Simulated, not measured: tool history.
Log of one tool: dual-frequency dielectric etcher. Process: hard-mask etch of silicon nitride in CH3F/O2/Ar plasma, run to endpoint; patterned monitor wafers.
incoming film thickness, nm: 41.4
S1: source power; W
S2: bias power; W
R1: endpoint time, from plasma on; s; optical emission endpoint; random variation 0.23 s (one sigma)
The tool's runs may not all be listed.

run 1 day=0.000 | S1=290 S2=90 | R1=52.550
run 2 day=0.283 | S1=290 S2=100 | R1=50.246
run 3 day=0.358 | S1=290 S2=90 | R1=52.751
run 4 day=0.567 | S1=330 S2=90 | R1=50.346
run 5 day=0.792 | S1=330 S2=81 | R1=53.248
run 6 day=1.096 | S1=330 S2=97 | R1=48.855
run 7 day=1.271 | S1=300 S2=92 | R1=51.771

The next listed run, before its measurement:
run 8 day=1.362 | S1=280 S2=89 | R1=?

{"run 8": {"R1": 53.917}}
